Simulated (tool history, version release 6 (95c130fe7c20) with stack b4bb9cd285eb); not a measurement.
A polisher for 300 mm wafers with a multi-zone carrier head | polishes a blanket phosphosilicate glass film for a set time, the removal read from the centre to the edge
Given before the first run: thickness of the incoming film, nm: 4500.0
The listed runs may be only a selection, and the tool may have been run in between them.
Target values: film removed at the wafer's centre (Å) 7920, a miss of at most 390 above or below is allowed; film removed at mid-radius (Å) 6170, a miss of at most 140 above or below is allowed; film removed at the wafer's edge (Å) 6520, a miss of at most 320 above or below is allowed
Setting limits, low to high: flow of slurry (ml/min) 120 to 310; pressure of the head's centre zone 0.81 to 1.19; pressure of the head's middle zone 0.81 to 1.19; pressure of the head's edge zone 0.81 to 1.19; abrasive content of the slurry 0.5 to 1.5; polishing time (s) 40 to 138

run	day	flow of slurry (ml/min)	pressure of the head's centre zone	pressure of the head's middle zone	pressure of the head's edge zone	abrasive content of the slurry	polishing time (s)	film removed at the wafer's centre (Å)	film removed at mid-radius (Å)	film removed at the wafer's edge (Å)
1	0	200	1	1	1	1	88	5067	4960.7	5116.6
2	0.112	200	1	1.09	1	1	88	5072.5	5354.6	5085.6
3	0.367	210	1.02	1.08	1.01	1.05	88	5286.5	5392.9	5449.5
4	0.579	210	1.02	1.08	1.01	0.85	88	4637.3	4787.5	4684.2
5	0.758	230	1.02	1.08	1.01	0.85	88	4646.7	4860.4	4743.6
6	1.05	230	1.02	1.08	0.95	0.85	88	4752.6	4894.8	4609.7
# day 1.279: edge zone pressure recalibrated
7	1.279	275	1.12	0.98	1	1.1	90	6305	5467	5437.9
8	1.654	270	1.13	0.97	1.01	1.15	90	6516	5572.9	5610
9	1.675	270	1.14	0.96	1.02	1.2	90	6757.9	5661.6	5808
10	1.775	270	1.15	0.96	1.02	1.2	90	6745.6	5611.5	5725.4
11	1.908	270	1.16	0.96	1.02	1.25	90	6966.9	5699.5	5933
12	2.2	275	1.16	0.96	1.02	1.25	90	6914.6	5753.7	5918.3
13	2.317	275	1.16	0.95	1.02	1.25	90	6920.8	5696.4	5994.1
14	2.646	280	1.16	0.94	1.01	1.25	90	6982	5598.8	5851.2

Exercise: of the 5 proposed moves below, exactly one satisfies all targets within the stated allowed misses. Which move is it?
A	2.975	295	1.19	0.93	1.02	1.1	106	?	?	?
B	2.975	200	0.97	0.85	1.14	1.5	102	?	?	?
C	2.975	260	1.1	0.91	1.09	1.35	92	?	?	?
D	2.975	275	1.02	0.95	1.06	1.4	89	?	?	?
E	2.975	280	1.17	0.85	1	1.2	102	?	?	?

move	film removed at the wafer's centre (Å)	film removed at mid-radius (Å)	film removed at the wafer's edge (Å)
A	8073.7	6202.2	6716.5
B	6985.8	6094.8	7576
C	7074.8	5765.1	6572.5
D	6518.9	5912.9	6404.7
E	7943.6	5764.2	6681
A: meets every target
B: the furthest-off result lands on target, but another misses its tolerance
C: moves toward the targets from the last run without getting all of them in spec
D: moves toward the targets from the last run without getting all of them in spec
E: moves toward the targets from the last run without getting all of them in spec
Go with A: it meets all targets.
